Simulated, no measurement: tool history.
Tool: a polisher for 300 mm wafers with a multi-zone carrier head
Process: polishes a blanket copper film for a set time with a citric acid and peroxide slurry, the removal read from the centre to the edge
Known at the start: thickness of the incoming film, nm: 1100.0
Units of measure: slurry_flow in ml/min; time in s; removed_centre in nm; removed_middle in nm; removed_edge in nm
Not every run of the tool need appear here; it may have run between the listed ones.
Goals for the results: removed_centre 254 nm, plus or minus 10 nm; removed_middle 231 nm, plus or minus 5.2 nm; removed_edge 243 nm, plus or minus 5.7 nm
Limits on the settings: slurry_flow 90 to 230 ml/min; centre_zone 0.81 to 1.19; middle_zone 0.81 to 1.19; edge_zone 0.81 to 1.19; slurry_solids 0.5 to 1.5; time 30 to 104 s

run 1 hour=0 | slurry_flow=150 centre_zone=1 middle_zone=1 edge_zone=1 slurry_solids=1 time=67 | removed_centre=162.89 removed_middle=162.19 removed_edge=163.34
run 2 hour=8 | slurry_flow=150 centre_zone=1 middle_zone=1 edge_zone=0.93 slurry_solids=1 time=67 | removed_centre=161.74 removed_middle=161.47 removed_edge=156.95
run 3 hour=12.7 | slurry_flow=150 centre_zone=1 middle_zone=1 edge_zone=0.93 slurry_solids=1 time=52 | removed_centre=126.2 removed_middle=125.4 removed_edge=121.49
run 4 hour=16.1 | slurry_flow=150 centre_zone=1 middle_zone=1 edge_zone=1 slurry_solids=1 time=52 | removed_centre=127.81 removed_middle=124.39 removed_edge=125.62
run 5 hour=23.4 | slurry_flow=160 centre_zone=1.03 middle_zone=1.01 edge_zone=1.05 slurry_solids=1.15 time=60 | removed_centre=153.61 removed_middle=150.65 removed_edge=153.39
run 6 hour=27.5 | slurry_flow=160 centre_zone=1.03 middle_zone=1.01 edge_zone=1.05 slurry_solids=1.15 time=68 | removed_centre=175.37 removed_middle=168.57 removed_edge=172.22
run 7 hour=32.1 | slurry_flow=170 centre_zone=1.05 middle_zone=1.02 edge_zone=1.08 slurry_solids=1.25 time=72 | removed_centre=191.71 removed_middle=184.65 removed_edge=191.75
run 8 hour=34.4 | slurry_flow=180 centre_zone=1.08 middle_zone=1.03 edge_zone=1.11 slurry_solids=1.35 time=75 | removed_centre=214.55 removed_middle=200.09 removed_edge=202.09
run 9 hour=39.8 | slurry_flow=185 centre_zone=1.08 middle_zone=1.02 edge_zone=1.13 slurry_solids=1.4 time=78 | removed_centre=223.61 removed_middle=209.86 removed_edge=214.57
run 10 hour=40.8 | slurry_flow=185 centre_zone=1.09 middle_zone=1.01 edge_zone=1.14 slurry_solids=1.45 time=80 | removed_centre=230.48 removed_middle=211.04 removed_edge=223.62
run 11 hour=42.4 | slurry_flow=185 centre_zone=1.09 middle_zone=1.01 edge_zone=1.14 slurry_solids=1.45 time=80 | removed_centre=228.91 removed_middle=212.51 removed_edge=222.07

Below are 5 possible settings for the next run. Only one of them brings all results inside the allowed miss of their targets. Which is it?
run A hour=44 | slurry_flow=215 centre_zone=1.1 middle_zone=1.02 edge_zone=1.19 slurry_solids=1.3 time=85 | removed_centre=? removed_middle=? removed_edge=?
run B hour=44 | slurry_flow=215 centre_zone=1.07 middle_zone=1.07 edge_zone=1.15 slurry_solids=1.5 time=85 | removed_centre=? removed_middle=? removed_edge=?
run C hour=44 | slurry_flow=195 centre_zone=1.08 middle_zone=1.08 edge_zone=1.05 slurry_solids=1.5 time=86 | removed_centre=? removed_middle=? removed_edge=?
run D hour=44 | slurry_flow=230 centre_zone=1.13 middle_zone=1.08 edge_zone=1.16 slurry_solids=1.4 time=80 | removed_centre=? removed_middle=? removed_edge=?
run E hour=44 | slurry_flow=165 centre_zone=1.01 middle_zone=1.08 edge_zone=1.17 slurry_solids=1.5 time=87 | removed_centre=? removed_middle=? removed_edge=?

move=A removed_centre=253.65 removed_middle=226.32 removed_edge=245.8
move=B removed_centre=252.08 removed_middle=240.84 removed_edge=246.55
move=C removed_centre=253.4 removed_middle=242.17 removed_edge=235.84
move=D removed_centre=250.57 removed_middle=228.07 removed_edge=232.19
move=E removed_centre=232.17 removed_middle=238.24 removed_edge=246.73
A: each result inside its tolerance
B: corrects the largest miss of the last run, while another result sits out of spec
C: nearer the targets than the last run, but a result is still out of spec
D: nearer the targets than the last run, but a result is still out of spec
E: corrects the largest miss of the last run, while another result sits out of spec
So the answer is move A, the one that meets all the targets.

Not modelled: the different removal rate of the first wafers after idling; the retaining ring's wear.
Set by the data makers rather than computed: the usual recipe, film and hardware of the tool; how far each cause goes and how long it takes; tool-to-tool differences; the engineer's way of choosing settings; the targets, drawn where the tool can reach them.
